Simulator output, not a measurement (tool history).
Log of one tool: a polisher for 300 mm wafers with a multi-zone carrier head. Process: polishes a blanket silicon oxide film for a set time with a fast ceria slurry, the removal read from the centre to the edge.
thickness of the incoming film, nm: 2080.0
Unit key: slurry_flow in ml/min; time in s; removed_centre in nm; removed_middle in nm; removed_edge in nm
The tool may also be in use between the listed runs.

run,hour,slurry_flow,centre_zone,middle_zone,edge_zone,time,removed_centre,removed_middle,removed_edge
1,0,175,1,1,1,30,388.58,380,394.9
2,7.1,175,1.01,0.99,0.97,29,378.27,365.8,387.25
3,9.5,175,1.01,1.03,0.97,29,379.81,375.34,381.32
4,10.1,175,1.01,0.97,0.97,29,380.26,358.73,372.37
5,15.7,175,1.01,0.97,0.91,29,378.23,360.87,365.25
6,24.3,170,1.01,0.95,0.89,28,366.52,341.13,356.6
# hour 31: edge zone pressure recalibrated
7,31,180,1.01,0.94,0.88,27,356.45,328.5,318.96
8,33.4,175,1,0.92,0.88,26,341.22,314.36,314.19
9,34.4,175,1,0.9,0.88,25,321.88,299.72,295.33
10,36.3,170,1,0.89,0.88,25,322.83,288.05,299.74
11,43.7,170,1,0.88,0.87,25,323.55,294.07,296.94

What will run 12 give?
12,51.8,170,1,0.87,0.87,25,?,?,?

Run 12 gave removed_centre 322.45 nm, removed_middle 285.14 nm, removed_edge 295.53 nm.
